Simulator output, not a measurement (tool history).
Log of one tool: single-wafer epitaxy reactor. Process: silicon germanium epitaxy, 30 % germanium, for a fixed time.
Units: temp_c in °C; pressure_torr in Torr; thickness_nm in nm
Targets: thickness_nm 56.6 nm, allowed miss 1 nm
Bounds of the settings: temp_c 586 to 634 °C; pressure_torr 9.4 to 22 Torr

{"run": 1, "hour": 0.0, "temp_c": 610, "pressure_torr": 15.7, "thickness_nm": 68.911}
{"run": 2, "hour": 8.6, "temp_c": 608, "pressure_torr": 15.7, "thickness_nm": 67.256}
{"run": 3, "hour": 14.9, "temp_c": 607, "pressure_torr": 15.7, "thickness_nm": 65.68}
{"run": 4, "hour": 21.4, "temp_c": 606, "pressure_torr": 15.7, "thickness_nm": 64.844}
{"run": 5, "hour": 28.7, "temp_c": 605, "pressure_torr": 15.7, "thickness_nm": 63.65}
{"run": 6, "hour": 37.4, "temp_c": 604, "pressure_torr": 15.7, "thickness_nm": 62.294}
{"run": 7, "hour": 38.4, "temp_c": 603, "pressure_torr": 15.7, "thickness_nm": 61.431}
{"run": 8, "hour": 42.5, "temp_c": 602, "pressure_torr": 15.7, "thickness_nm": 60.45}
{"run": 9, "hour": 44.1, "temp_c": 601, "pressure_torr": 15.7, "thickness_nm": 59.893}

5 next moves are on the table. One of them brings every result within its allowed miss. Which?
{"run": "A", "hour": 45.7, "temp_c": 603, "pressure_torr": 14, "thickness_nm": "?"}
{"run": "B", "hour": 45.7, "temp_c": 598, "pressure_torr": 15.4, "thickness_nm": "?"}
{"run": "C", "hour": 45.7, "temp_c": 595, "pressure_torr": 16.2, "thickness_nm": "?"}
{"run": "D", "hour": 45.7, "temp_c": 595, "pressure_torr": 15.8, "thickness_nm": "?"}
{"run": "E", "hour": 45.7, "temp_c": 603, "pressure_torr": 15, "thickness_nm": "?"}

move=A thickness_nm=59.733
move=B thickness_nm=56.69
move=C thickness_nm=54.829
move=D thickness_nm=54.421
move=E thickness_nm=60.942
A: as far off as the last run
B: meets every target
C: takes the result that was furthest off past its target
D: takes the result that was furthest off past its target
E: further off than the last run
Answer: B
